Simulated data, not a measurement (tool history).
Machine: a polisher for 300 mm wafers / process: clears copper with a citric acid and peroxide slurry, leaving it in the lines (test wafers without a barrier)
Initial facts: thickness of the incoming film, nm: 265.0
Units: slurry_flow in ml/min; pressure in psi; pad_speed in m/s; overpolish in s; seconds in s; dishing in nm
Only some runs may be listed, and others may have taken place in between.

run 1 hour=0 | slurry_flow=270 pressure=3.7 pad_speed=1.26 slurry_solids=1 overpolish=23 | seconds=83.272 dishing=53.798
run 2 hour=1.2 | slurry_flow=270 pressure=4 pad_speed=1.28 slurry_solids=1 overpolish=21 | seconds=76.172 dishing=54.118
run 3 hour=2.9 | slurry_flow=295 pressure=4 pad_speed=1.28 slurry_solids=1 overpolish=21 | seconds=75.331 dishing=53.621
run 4 hour=6.5 | slurry_flow=295 pressure=3.4 pad_speed=1.28 slurry_solids=1 overpolish=21 | seconds=88.422 dishing=47.795
run 5 hour=10.6 | slurry_flow=295 pressure=3.4 pad_speed=1.14 slurry_solids=1 overpolish=21 | seconds=97.742 dishing=44.043
run 6 hour=11.6 | slurry_flow=295 pressure=3.9 pad_speed=1.16 slurry_solids=1 overpolish=19 | seconds=83.808 dishing=44.531
run 7 hour=15.1 | slurry_flow=295 pressure=4.2 pad_speed=1.16 slurry_solids=1 overpolish=18 | seconds=80.781 dishing=46.16

What does the tool deliver on the next run?
run 8 hour=16.1 | slurry_flow=295 pressure=4.5 pad_speed=1.18 slurry_solids=1 overpolish=17 | seconds=? dishing=?

Run 8 gave seconds 72.098 s, dishing 45.729 nm.
